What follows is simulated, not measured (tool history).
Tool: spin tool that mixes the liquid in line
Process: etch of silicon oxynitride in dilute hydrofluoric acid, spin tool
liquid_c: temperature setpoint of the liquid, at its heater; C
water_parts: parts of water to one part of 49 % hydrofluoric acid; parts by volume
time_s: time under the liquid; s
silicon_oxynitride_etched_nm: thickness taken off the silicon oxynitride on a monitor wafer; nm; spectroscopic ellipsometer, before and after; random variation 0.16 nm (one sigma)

Run 1, hour 0: liquid_c 26 C, water_parts 70 parts by volume, time_s 285 s. Result: silicon_oxynitride_etched_nm 10.161 nm.
Run 2, hour 8.3: liquid_c 26 C, water_parts 50 parts by volume, time_s 285 s. Result: silicon_oxynitride_etched_nm 14.22 nm.
Run 3, hour 8.8: liquid_c 26 C, water_parts 40 parts by volume, time_s 285 s. Result: silicon_oxynitride_etched_nm 17.913 nm.
Run 4, hour 10.2: liquid_c 26.5 C, water_parts 40 parts by volume, time_s 285 s. Result: silicon_oxynitride_etched_nm 18.237 nm.
Run 5, hour 11.7: liquid_c 24.5 C, water_parts 40 parts by volume, time_s 285 s. Result: silicon_oxynitride_etched_nm 16.76 nm.
Run 6, hour 15.9: liquid_c 24.5 C, water_parts 55 parts by volume, time_s 285 s. Result: silicon_oxynitride_etched_nm 12.102 nm.
Run 7, hour 19: liquid_c 27 C, water_parts 55 parts by volume, time_s 285 s. Result: silicon_oxynitride_etched_nm 13.473 nm.

The next listed run, before its measurement:
Run 8, hour 25.9: liquid_c 29 C, water_parts 50 parts by volume, time_s 285 s. Result: silicon_oxynitride_etched_nm ?.

Run 8 gave silicon_oxynitride_etched_nm 16.66 nm.

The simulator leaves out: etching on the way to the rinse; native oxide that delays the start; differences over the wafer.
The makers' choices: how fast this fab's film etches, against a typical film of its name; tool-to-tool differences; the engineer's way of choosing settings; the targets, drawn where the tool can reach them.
